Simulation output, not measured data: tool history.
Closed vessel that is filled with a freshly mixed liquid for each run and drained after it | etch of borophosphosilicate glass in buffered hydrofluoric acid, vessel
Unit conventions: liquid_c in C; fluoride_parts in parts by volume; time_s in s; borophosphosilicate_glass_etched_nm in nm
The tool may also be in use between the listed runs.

run  hour  liquid_c  fluoride_parts  time_s  borophosphosilicate_glass_etched_nm
  1     0        24            19.5      95                               99.344
  2   3.2      26.5              16      95                               135.17
  3  11.2        30              16      95                               163.27
  4  12.8        30            21.5      95                               128.28
  5  18.6      28.5            21.5      95                               119.92
  6  21.5        32            21.5      95                               142.23
  7  22.6        32            17.5      95                               165.25
  8    26        32            14.5      95                               198.94
  9  31.9        32             8.5      95                               325.45

Forecast run 10:
 10  38.9        31             8.5      95                                    ?

For run 10 the tool returned borophosphosilicate_glass_etched_nm 309.41 nm.

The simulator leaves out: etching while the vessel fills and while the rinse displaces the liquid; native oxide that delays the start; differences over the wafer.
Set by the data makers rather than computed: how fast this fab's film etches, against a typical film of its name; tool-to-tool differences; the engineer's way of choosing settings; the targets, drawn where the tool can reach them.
